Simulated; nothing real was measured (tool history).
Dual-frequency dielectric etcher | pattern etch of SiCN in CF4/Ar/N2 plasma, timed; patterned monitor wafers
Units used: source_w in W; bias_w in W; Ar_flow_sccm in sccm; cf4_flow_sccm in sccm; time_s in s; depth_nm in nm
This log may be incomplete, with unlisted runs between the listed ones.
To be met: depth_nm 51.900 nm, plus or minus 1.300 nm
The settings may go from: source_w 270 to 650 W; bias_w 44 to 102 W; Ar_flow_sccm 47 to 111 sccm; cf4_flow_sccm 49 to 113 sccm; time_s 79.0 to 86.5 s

run  hour  source_w  bias_w  Ar_flow_sccm  cf4_flow_sccm  time_s  depth_nm
  1   0.0       460      73            79             81    86.5    76.106
  2   1.4       440      72            79             81    86.5    73.007
  3   6.3       420      71            79             81    86.5    70.053
  4  11.8       420      71            79             81    86.5    70.264
  5  18.1       400      70            79             81    86.5    67.240
  6  25.4       400      70            79             81    86.5    67.519
  7  30.6       390      69            79             81    86.5    65.856
  8  35.3       380      68            79             81    86.5    64.636
  9  37.7       370      67            79             81    86.5    62.491
 10  43.6       360      67            79             81    86.5    61.327
 11  45.8       350      67            79             81    86.5    60.111
 12  52.9       340      67            79             81    86.5    58.896
 13  56.8       330      67            79             81    86.5    57.494
 14  64.5       320      67            79             81    86.5    56.516
 15  66.4       320      67            79             81    86.5    56.502
 16  73.5       300      67            79             81    86.5    53.970

Next run, 4 choices. One meets every target within its allowed miss, the rest don't. Which?
  A  80.6       290      67            81             87    80.0         ?
  B  80.6       300      70            82             68    79.0         ?
  C  80.6       330      63            77             81    79.0         ?
  D  80.6       320      81            71             73    80.5         ?

move  depth_nm
   A    48.925
   B    48.347
   C    51.602
   D    55.530
A: the result that was furthest off in the last run now lies on the other side of its target
B: the result that was furthest off in the last run now lies on the other side of its target
C: all results land within tolerance of their targets
D: further off than the last run
Go with C: it meets all targets.

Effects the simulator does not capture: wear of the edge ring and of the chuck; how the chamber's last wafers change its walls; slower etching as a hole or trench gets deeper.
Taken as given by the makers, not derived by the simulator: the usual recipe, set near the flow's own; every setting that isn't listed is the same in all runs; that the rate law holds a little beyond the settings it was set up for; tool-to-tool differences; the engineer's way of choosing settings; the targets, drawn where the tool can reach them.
